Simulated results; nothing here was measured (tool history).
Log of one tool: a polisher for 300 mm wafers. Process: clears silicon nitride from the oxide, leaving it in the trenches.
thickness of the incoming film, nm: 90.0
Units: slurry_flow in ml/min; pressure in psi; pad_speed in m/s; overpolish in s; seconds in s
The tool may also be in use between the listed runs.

run    day  slurry_flow  pressure  pad_speed  overpolish  seconds
  1      0          200       2.6       1.16           7   71.034
  2  0.362          195       2.5       1.16           7   74.168
  3  0.512          190       2.4       1.16           7   76.052
  4  0.888          190       2.9       1.16           7   66.247
  5  0.983          215       2.9       1.16           7   64.468
  6  1.233          210       2.6       1.16           7   70.377
  7  1.267          200       2.4       1.16           7   74.802

Forecast run 8:
  8  1.5          190       2.3       1.16           7        ?

{"run 8": {"seconds": 77.608}}
